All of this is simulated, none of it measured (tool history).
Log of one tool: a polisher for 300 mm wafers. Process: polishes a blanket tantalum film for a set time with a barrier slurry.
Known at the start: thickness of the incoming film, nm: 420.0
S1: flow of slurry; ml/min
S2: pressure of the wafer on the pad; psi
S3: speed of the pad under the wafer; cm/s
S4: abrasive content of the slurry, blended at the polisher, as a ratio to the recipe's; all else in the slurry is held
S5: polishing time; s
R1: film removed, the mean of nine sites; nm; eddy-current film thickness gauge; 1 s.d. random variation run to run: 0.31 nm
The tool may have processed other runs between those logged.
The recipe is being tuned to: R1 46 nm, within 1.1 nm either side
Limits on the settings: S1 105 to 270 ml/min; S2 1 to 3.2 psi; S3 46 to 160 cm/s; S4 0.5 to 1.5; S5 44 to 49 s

run	day	S1	S2	S3	S4	S5	R1
1	0	175	2.1	102	1	49	78.769
2	0.296	175	1.9	102	1	49	73.733
3	0.35	175	1.9	84	1	49	60.416
4	0.629	215	1.9	84	1	49	61.37
5	0.708	215	1.7	84	1	49	57.659
6	1.083	215	1.7	84	0.8	49	53.093
7	1.112	210	1.6	84	0.8	49	50.191
8	1.312	210	1.6	84	0.8	49	51.15
9	1.467	205	1.5	84	0.8	49	47.799
10	1.525	180	1.5	84	0.8	49	47.356
11	1.838	175	1.5	84	0.8	49	47.718

Of the 5 settings listed for the next run, only one would bring every result within its allowed miss of target. Which one?
A	2.15	145	1.7	80	0.9	49	?
B	2.15	170	1.8	84	0.75	46	?
C	2.15	195	2.1	66	0.75	47	?
D	2.15	160	1.4	94	1	46	?
E	2.15	155	1.6	98	0.6	48	?

move	R1
A	50.41
B	49.842
C	46.298
D	50.789
E	49.722
A: misses by more than the last run did
B: misses by more than the last run did
C: meets every target
D: misses by more than the last run did
E: misses by more than the last run did
Go with C: it meets all targets.
